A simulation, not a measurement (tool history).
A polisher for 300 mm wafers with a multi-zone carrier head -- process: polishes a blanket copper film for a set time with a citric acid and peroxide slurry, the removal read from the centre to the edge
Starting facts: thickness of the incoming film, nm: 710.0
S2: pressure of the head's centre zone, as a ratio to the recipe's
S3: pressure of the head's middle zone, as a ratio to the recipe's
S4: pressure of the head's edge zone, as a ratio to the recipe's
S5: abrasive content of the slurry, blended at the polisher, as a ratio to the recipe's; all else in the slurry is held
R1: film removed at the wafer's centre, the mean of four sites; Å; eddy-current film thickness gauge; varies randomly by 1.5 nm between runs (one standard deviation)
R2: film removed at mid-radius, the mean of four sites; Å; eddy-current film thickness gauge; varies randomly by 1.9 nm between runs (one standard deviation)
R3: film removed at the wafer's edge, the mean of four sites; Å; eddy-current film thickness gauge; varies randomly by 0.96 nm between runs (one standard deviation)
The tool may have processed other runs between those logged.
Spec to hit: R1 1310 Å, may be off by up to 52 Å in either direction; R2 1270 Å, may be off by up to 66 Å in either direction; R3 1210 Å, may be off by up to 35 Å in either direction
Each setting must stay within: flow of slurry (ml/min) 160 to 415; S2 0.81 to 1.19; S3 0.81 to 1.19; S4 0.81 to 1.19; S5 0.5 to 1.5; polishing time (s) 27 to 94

Run 1, day 0: flow of slurry (ml/min) 265, S2 1, S3 1, S4 1, S5 1, polishing time (s) 60. Result: R1 1597.2 Å, R2 1645.9 Å, R3 1500.6 Å.
Run 2, day 0.3: flow of slurry (ml/min) 265, S2 1, S3 1, S4 1.08, S5 1, polishing time (s) 60. Result: R1 1568 Å, R2 1559.5 Å, R3 1560.5 Å.
Run 3, day 0.562: flow of slurry (ml/min) 265, S2 1, S3 1, S4 1.08, S5 1.1, polishing time (s) 60. Result: R1 1589.8 Å, R2 1628.1 Å, R3 1561 Å.
Run 4, day 0.788: flow of slurry (ml/min) 265, S2 1, S3 1, S4 1.08, S5 1.3, polishing time (s) 60. Result: R1 1676.1 Å, R2 1689.8 Å, R3 1655.1 Å.
Run 5, day 1.167: flow of slurry (ml/min) 265, S2 1, S3 0.98, S4 1.06, S5 1.15, polishing time (s) 59. Result: R1 1597.6 Å, R2 1572.3 Å, R3 1560.8 Å.
Run 6, day 1.279: flow of slurry (ml/min) 215, S2 1, S3 0.98, S4 1.06, S5 1.15, polishing time (s) 59. Result: R1 1573 Å, R2 1556.7 Å, R3 1519.5 Å.
Run 7, day 1.471: flow of slurry (ml/min) 210, S2 0.99, S3 0.97, S4 1.04, S5 1.05, polishing time (s) 58. Result: R1 1483.7 Å, R2 1475.2 Å, R3 1467.6 Å.
Run 8, day 1.662: flow of slurry (ml/min) 230, S2 1.05, S3 1.01, S4 0.94, S5 0.8, polishing time (s) 51. Result: R1 1303.7 Å, R2 1298.6 Å, R3 1156.4 Å.

Below are 4 possible settings for the next run. Only one of them brings all results inside the allowed miss of their targets. Which is it?
Run A, day 1.854: flow of slurry (ml/min) 220, S2 0.98, S3 0.92, S4 1.05, S5 0.85, polishing time (s) 54. Result: R1 ?, R2 ?, R3 ?.
Run B, day 1.854: flow of slurry (ml/min) 180, S2 0.99, S3 0.87, S4 1.09, S5 0.7, polishing time (s) 52. Result: R1 ?, R2 ?, R3 ?.
Run C, day 1.854: flow of slurry (ml/min) 165, S2 1.02, S3 0.96, S4 0.94, S5 1.1, polishing time (s) 51. Result: R1 ?, R2 ?, R3 ?.
Run D, day 1.854: flow of slurry (ml/min) 270, S2 1.04, S3 1.1, S4 0.85, S5 0.9, polishing time (s) 48. Result: R1 ?, R2 ?, R3 ?.

move      R1      R2      R3
   A  1303.1  1294.8  1322.7
   B    1174  1122.8  1214.8
   C  1296.8  1274.1  1219.5
   D  1281.1  1327.4  1100.1
A: carries the result that was furthest off beyond its target, to the other side
B: gets the furthest-off result to its target, but another result is out of tolerance
C: all results land within tolerance of their targets
D: misses by more than the last run did
C meets every target.
